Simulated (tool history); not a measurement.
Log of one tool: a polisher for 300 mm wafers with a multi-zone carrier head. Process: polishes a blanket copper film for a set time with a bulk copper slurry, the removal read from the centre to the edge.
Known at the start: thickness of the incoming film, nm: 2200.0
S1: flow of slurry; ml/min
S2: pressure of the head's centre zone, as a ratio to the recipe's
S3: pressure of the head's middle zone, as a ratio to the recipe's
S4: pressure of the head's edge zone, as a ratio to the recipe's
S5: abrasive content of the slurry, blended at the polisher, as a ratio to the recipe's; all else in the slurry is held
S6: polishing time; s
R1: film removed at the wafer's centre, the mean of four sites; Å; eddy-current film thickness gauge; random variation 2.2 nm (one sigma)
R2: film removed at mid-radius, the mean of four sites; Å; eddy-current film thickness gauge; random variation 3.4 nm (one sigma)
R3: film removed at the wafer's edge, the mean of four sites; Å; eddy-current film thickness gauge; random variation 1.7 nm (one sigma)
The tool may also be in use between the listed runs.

run 1 hour=0.0 | S1=280 S2=1.00 S3=1.00 S4=1.00 S5=1.00 S6=31 | R1=2951.9 R2=2885.0 R3=2892.4
run 2 hour=8.0 | S1=280 S2=1.02 S3=0.98 S4=0.96 S5=0.95 S6=31 | R1=2985.8 R2=2775.9 R3=2832.0
run 3 hour=16.6 | S1=280 S2=1.02 S3=0.98 S4=0.96 S5=0.95 S6=27 | R1=2588.8 R2=2381.3 R3=2444.5
run 4 hour=21.8 | S1=280 S2=0.93 S3=0.98 S4=0.96 S5=0.95 S6=27 | R1=2400.7 R2=2466.2 R3=2494.6
run 5 hour=27.7 | S1=280 S2=0.93 S3=1.02 S4=0.96 S5=0.95 S6=27 | R1=2385.4 R2=2536.0 R3=2489.8
run 6 hour=31.8 | S1=295 S2=0.98 S3=1.02 S4=0.97 S5=1.00 S6=27 | R1=2514.0 R2=2557.5 R3=2487.6
run 7 hour=32.4 | S1=335 S2=1.08 S3=0.98 S4=1.05 S5=1.25 S6=27 | R1=2896.0 R2=2645.6 R3=2719.8

Run 8 comes next. What will it give?
run 8 hour=38.7 | S1=340 S2=1.10 S3=0.98 S4=1.03 S5=1.25 S6=27 | R1=? R2=? R3=?

Run 8 gave R1 2974.8 Å, R2 2679.9 Å, R3 2716.8 Å.

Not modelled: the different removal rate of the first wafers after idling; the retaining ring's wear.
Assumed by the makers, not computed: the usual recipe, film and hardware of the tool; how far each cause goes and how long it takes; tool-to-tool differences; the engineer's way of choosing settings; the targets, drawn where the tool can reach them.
